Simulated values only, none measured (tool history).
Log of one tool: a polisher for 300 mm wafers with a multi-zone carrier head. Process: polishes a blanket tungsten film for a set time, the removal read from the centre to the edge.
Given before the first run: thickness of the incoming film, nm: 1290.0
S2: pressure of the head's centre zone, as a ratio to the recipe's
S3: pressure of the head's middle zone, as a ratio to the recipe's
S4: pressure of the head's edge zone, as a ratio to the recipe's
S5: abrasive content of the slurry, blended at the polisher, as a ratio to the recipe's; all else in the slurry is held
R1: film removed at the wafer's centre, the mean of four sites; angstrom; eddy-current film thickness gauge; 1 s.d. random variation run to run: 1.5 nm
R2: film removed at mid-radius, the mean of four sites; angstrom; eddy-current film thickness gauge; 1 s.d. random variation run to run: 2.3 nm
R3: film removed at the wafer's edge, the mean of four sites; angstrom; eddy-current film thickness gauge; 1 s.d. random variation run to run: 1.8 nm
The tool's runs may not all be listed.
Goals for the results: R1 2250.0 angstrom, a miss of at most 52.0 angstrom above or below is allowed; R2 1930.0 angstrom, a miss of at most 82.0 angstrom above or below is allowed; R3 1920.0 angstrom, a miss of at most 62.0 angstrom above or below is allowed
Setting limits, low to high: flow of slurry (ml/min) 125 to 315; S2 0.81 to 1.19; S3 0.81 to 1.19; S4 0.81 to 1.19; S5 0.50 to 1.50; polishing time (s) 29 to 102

Run 1, day 0.000: flow of slurry (ml/min) 205, S2 1.00, S3 1.00, S4 1.00, S5 1.00, polishing time (s) 65. Result: R1 3697.6 angstrom, R2 3510.1 angstrom, R3 3459.7 angstrom.
Run 2, day 0.308: flow of slurry (ml/min) 205, S2 1.00, S3 1.00, S4 1.04, S5 1.00, polishing time (s) 65. Result: R1 3733.4 angstrom, R2 3549.8 angstrom, R3 3464.4 angstrom.
Run 3, day 0.462: flow of slurry (ml/min) 205, S2 1.00, S3 1.00, S4 1.07, S5 1.00, polishing time (s) 65. Result: R1 3663.7 angstrom, R2 3628.5 angstrom, R3 3564.0 angstrom.
Run 4, day 0.517: flow of slurry (ml/min) 205, S2 0.99, S3 0.99, S4 1.03, S5 0.90, polishing time (s) 60. Result: R1 3298.9 angstrom, R2 3262.0 angstrom, R3 3199.8 angstrom.
At day 0.788: centre zone pressure recalibrated.
Run 5, day 0.788: flow of slurry (ml/min) 205, S2 0.99, S3 0.99, S4 1.00, S5 0.90, polishing time (s) 60. Result: R1 3163.7 angstrom, R2 3161.2 angstrom, R3 3147.0 angstrom.
Run 6, day 0.946: flow of slurry (ml/min) 205, S2 0.99, S3 0.93, S4 1.00, S5 0.90, polishing time (s) 60. Result: R1 3177.5 angstrom, R2 3048.6 angstrom, R3 3173.3 angstrom.
Run 7, day 1.267: flow of slurry (ml/min) 210, S2 1.02, S3 0.94, S4 0.97, S5 0.80, polishing time (s) 55. Result: R1 2919.4 angstrom, R2 2821.4 angstrom, R3 2801.9 angstrom.
Run 8, day 1.592: flow of slurry (ml/min) 210, S2 1.05, S3 0.92, S4 0.95, S5 0.75, polishing time (s) 52. Result: R1 2787.8 angstrom, R2 2533.8 angstrom, R3 2613.8 angstrom.
Run 9, day 1.900: flow of slurry (ml/min) 210, S2 1.07, S3 0.92, S4 0.93, S5 0.70, polishing time (s) 50. Result: R1 2702.6 angstrom, R2 2477.3 angstrom, R3 2422.3 angstrom.
Run 10, day 2.029: flow of slurry (ml/min) 200, S2 1.08, S3 0.90, S4 0.91, S5 0.65, polishing time (s) 49. Result: R1 2635.5 angstrom, R2 2282.4 angstrom, R3 2303.0 angstrom.
Run 11, day 2.192: flow of slurry (ml/min) 170, S2 1.05, S3 0.90, S4 0.81, S5 0.50, polishing time (s) 43. Result: R1 2076.8 angstrom, R2 1894.9 angstrom, R3 1826.4 angstrom.
Run 12, day 2.462: flow of slurry (ml/min) 180, S2 1.06, S3 0.89, S4 0.82, S5 0.50, polishing time (s) 43. Result: R1 2154.1 angstrom, R2 1885.4 angstrom, R3 1861.1 angstrom.
Run 13, day 2.538: flow of slurry (ml/min) 185, S2 1.06, S3 0.89, S4 0.82, S5 0.50, polishing time (s) 43. Result: R1 2133.6 angstrom, R2 1874.6 angstrom, R3 1868.7 angstrom.
Run 14, day 2.588: flow of slurry (ml/min) 190, S2 1.07, S3 0.89, S4 0.82, S5 0.50, polishing time (s) 43. Result: R1 2181.7 angstrom, R2 1880.5 angstrom, R3 1833.9 angstrom.
Run 15, day 2.733: flow of slurry (ml/min) 195, S2 1.07, S3 0.89, S4 0.83, S5 0.50, polishing time (s) 43. Result: R1 2190.3 angstrom, R2 1892.2 angstrom, R3 1905.5 angstrom.
Run 16, day 2.975: flow of slurry (ml/min) 200, S2 1.07, S3 0.89, S4 0.83, S5 0.50, polishing time (s) 43. Result: R1 2202.6 angstrom, R2 1958.3 angstrom, R3 1862.1 angstrom.
Run 17, day 3.350: flow of slurry (ml/min) 200, S2 1.07, S3 0.89, S4 0.84, S5 0.50, polishing time (s) 43. Result: R1 2188.1 angstrom, R2 1920.8 angstrom, R3 1899.2 angstrom.

Which one of the following 5 next-run settings gets every result inside its allowed miss? There is exactly one.
Run A, day 3.725: flow of slurry (ml/min) 215, S2 1.09, S3 0.89, S4 0.85, S5 0.60, polishing time (s) 42. Result: R1 ?, R2 ?, R3 ?.
Run B, day 3.725: flow of slurry (ml/min) 160, S2 1.05, S3 0.85, S4 0.89, S5 0.50, polishing time (s) 47. Result: R1 ?, R2 ?, R3 ?.
Run C, day 3.725: flow of slurry (ml/min) 185, S2 1.04, S3 0.90, S4 0.86, S5 0.55, polishing time (s) 43. Result: R1 ?, R2 ?, R3 ?.
Run D, day 3.725: flow of slurry (ml/min) 240, S2 0.97, S3 0.84, S4 0.83, S5 0.55, polishing time (s) 43. Result: R1 ?, R2 ?, R3 ?.
Run E, day 3.725: flow of slurry (ml/min) 210, S2 1.06, S3 0.91, S4 0.86, S5 0.65, polishing time (s) 41. Result: R1 ?, R2 ?, R3 ?.

move      R1      R2      R3
   A  2245.7  1915.8  1930.4
   B  2255.0  1922.6  2075.2
   C  2137.8  1909.6  1928.9
   D  2118.2  1883.5  1954.0
   E  2164.9  1918.2  1911.5
A: in spec on every target
B: gets the furthest-off result to its target, but another result is out of tolerance
C: misses by more than the last run did
D: misses by more than the last run did
E: misses by more than the last run did
The move that meets every target is A.
